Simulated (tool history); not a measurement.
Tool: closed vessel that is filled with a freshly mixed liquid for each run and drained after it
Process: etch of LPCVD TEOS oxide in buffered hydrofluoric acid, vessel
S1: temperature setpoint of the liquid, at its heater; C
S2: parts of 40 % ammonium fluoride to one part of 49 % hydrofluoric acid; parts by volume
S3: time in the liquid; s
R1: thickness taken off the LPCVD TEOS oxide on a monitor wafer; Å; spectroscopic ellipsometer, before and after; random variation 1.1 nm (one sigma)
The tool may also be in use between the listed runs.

| run | hour | S1 | S2 | S3 | R1 |
|---|---|---|---|---|---|
| 1 | 0 | 24 | 11 | 35 | 939.78 |
| 2 | 5 | 24 | 11 | 30 | 803.2 |
| 3 | 11.9 | 25.5 | 10.5 | 30 | 927.55 |
| 4 | 18.6 | 25.5 | 10.5 | 35 | 1071.2 |
| 5 | 27.8 | 25.5 | 8.5 | 35 | 1276.4 |
| 6 | 36.7 | 25.5 | 8.5 | 35 | 1270.7 |
| 7 | 42.4 | 26 | 8.5 | 35 | 1298.1 |
| 8 | 43.5 | 26.5 | 8.5 | 35 | 1357.2 |
| 9 | 45.4 | 27 | 8.5 | 35 | 1385.5 |

Run 10 comes next. What will it give?
| 10 | 49.5 | 27.5 | 8.5 | 35 | ? |

{"run 10": {"R1": 1429.6}}
